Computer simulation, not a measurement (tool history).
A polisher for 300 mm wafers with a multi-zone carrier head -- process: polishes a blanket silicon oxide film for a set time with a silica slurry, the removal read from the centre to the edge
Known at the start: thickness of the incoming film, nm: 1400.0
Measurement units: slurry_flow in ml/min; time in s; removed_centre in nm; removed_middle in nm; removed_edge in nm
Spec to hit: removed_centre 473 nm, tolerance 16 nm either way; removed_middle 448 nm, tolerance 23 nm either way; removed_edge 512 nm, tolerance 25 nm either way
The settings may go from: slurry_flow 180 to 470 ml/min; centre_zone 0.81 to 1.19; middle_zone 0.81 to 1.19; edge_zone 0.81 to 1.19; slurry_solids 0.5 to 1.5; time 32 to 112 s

{"run": 1, "hour": 0.0, "slurry_flow": 300, "centre_zone": 1, "middle_zone": 1, "edge_zone": 1, "slurry_solids": 1, "time": 72, "removed_centre": 346.08, "removed_middle": 345.07, "removed_edge": 335.63}
{"run": 2, "hour": 5.2, "slurry_flow": 300, "centre_zone": 1, "middle_zone": 1, "edge_zone": 1, "slurry_solids": 1.15, "time": 72, "removed_centre": 374.71, "removed_middle": 364.54, "removed_edge": 365.48}
{"run": 3, "hour": 12.4, "slurry_flow": 300, "centre_zone": 1, "middle_zone": 1, "edge_zone": 1.03, "slurry_solids": 1.15, "time": 72, "removed_centre": 361.76, "removed_middle": 353, "removed_edge": 360.56}
{"run": 4, "hour": 14.1, "slurry_flow": 225, "centre_zone": 1, "middle_zone": 1, "edge_zone": 1.03, "slurry_solids": 1.15, "time": 72, "removed_centre": 348.52, "removed_middle": 348.86, "removed_edge": 351.95}
{"run": 5, "hour": 15.8, "slurry_flow": 235, "centre_zone": 1, "middle_zone": 1, "edge_zone": 1.05, "slurry_solids": 1.2, "time": 74, "removed_centre": 374.14, "removed_middle": 370.46, "removed_edge": 375.2}
{"run": 6, "hour": 17.9, "slurry_flow": 245, "centre_zone": 0.99, "middle_zone": 0.99, "edge_zone": 1.07, "slurry_solids": 1.25, "time": 75, "removed_centre": 381.3, "removed_middle": 374.94, "removed_edge": 397.69}
{"run": 7, "hour": 20.0, "slurry_flow": 255, "centre_zone": 0.99, "middle_zone": 0.99, "edge_zone": 1.08, "slurry_solids": 1.3, "time": 76, "removed_centre": 391.73, "removed_middle": 386.86, "removed_edge": 403.04}
{"run": 8, "hour": 27.4, "slurry_flow": 255, "centre_zone": 0.99, "middle_zone": 0.98, "edge_zone": 1.09, "slurry_solids": 1.35, "time": 78, "removed_centre": 410.24, "removed_middle": 398.96, "removed_edge": 428.86}
{"run": 9, "hour": 33.1, "slurry_flow": 260, "centre_zone": 0.99, "middle_zone": 0.98, "edge_zone": 1.1, "slurry_solids": 1.4, "time": 79, "removed_centre": 417.73, "removed_middle": 410.68, "removed_edge": 437.34}

Exercise: of the 5 proposed moves below, exactly one satisfies all targets within the stated allowed misses. Which move is it?
{"run": "A", "hour": 38.8, "slurry_flow": 260, "centre_zone": 1.19, "middle_zone": 1.11, "edge_zone": 1.05, "slurry_solids": 1.45, "time": 67, "removed_centre": "?", "removed_middle": "?", "removed_edge": "?"}
{"run": "B", "hour": 38.8, "slurry_flow": 290, "centre_zone": 1.19, "middle_zone": 0.89, "edge_zone": 1.01, "slurry_solids": 1.35, "time": 76, "removed_centre": "?", "removed_middle": "?", "removed_edge": "?"}
{"run": "C", "hour": 38.8, "slurry_flow": 255, "centre_zone": 0.99, "middle_zone": 0.95, "edge_zone": 1.17, "slurry_solids": 1.5, "time": 86, "removed_centre": "?", "removed_middle": "?", "removed_edge": "?"}
{"run": "D", "hour": 38.8, "slurry_flow": 275, "centre_zone": 0.95, "middle_zone": 0.96, "edge_zone": 1.15, "slurry_solids": 1.3, "time": 84, "removed_centre": "?", "removed_middle": "?", "removed_edge": "?"}
{"run": "E", "hour": 38.8, "slurry_flow": 320, "centre_zone": 1.11, "middle_zone": 1.04, "edge_zone": 1.07, "slurry_solids": 1.2, "time": 66, "removed_centre": "?", "removed_middle": "?", "removed_edge": "?"}

move=A removed_centre=424.33 removed_middle=403.25 removed_edge=378.19
move=B removed_centre=474.39 removed_middle=374.37 removed_edge=415.11
move=C removed_centre=462.87 removed_middle=458.35 removed_edge=519.16
move=D removed_centre=417.42 removed_middle=432.85 removed_edge=480.58
move=E removed_centre=373.71 removed_middle=358.04 removed_edge=356.81
A: the biggest miss grows against the last run
B: the furthest-off result lands on target, but another misses its tolerance
C: all results in spec
D: roughly where the last run was
E: the biggest miss grows against the last run
C meets every target.
